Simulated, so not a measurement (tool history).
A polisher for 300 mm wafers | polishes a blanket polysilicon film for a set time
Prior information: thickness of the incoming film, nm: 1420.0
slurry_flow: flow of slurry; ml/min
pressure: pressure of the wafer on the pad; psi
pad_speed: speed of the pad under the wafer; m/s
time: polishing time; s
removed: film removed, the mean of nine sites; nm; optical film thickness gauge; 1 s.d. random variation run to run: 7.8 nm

{"run": 1, "day": 0.0, "slurry_flow": 210, "pressure": 3.2, "pad_speed": 1.18, "time": 49, "removed": 590}
{"run": 2, "day": 0.225, "slurry_flow": 210, "pressure": 3.2, "pad_speed": 1.18, "time": 51, "removed": 610.63}
{"run": 3, "day": 0.554, "slurry_flow": 255, "pressure": 3.2, "pad_speed": 1.18, "time": 51, "removed": 625.32}
{"run": 4, "day": 0.742, "slurry_flow": 255, "pressure": 3.2, "pad_speed": 1.06, "time": 51, "removed": 570.56}
{"run": 5, "day": 0.842, "slurry_flow": 255, "pressure": 3.2, "pad_speed": 1.06, "time": 49, "removed": 539.62}
{"run": 6, "day": 1.004, "slurry_flow": 255, "pressure": 3.2, "pad_speed": 1.06, "time": 51, "removed": 568.48}
{"run": 7, "day": 1.317, "slurry_flow": 255, "pressure": 3.5, "pad_speed": 1.06, "time": 51, "removed": 602.36}

Predict the results of run 8:
{"run": 8, "day": 1.388, "slurry_flow": 255, "pressure": 3.8, "pad_speed": 1.06, "time": 51, "removed": "?"}

Run 8 yielded removed 638.08 nm.
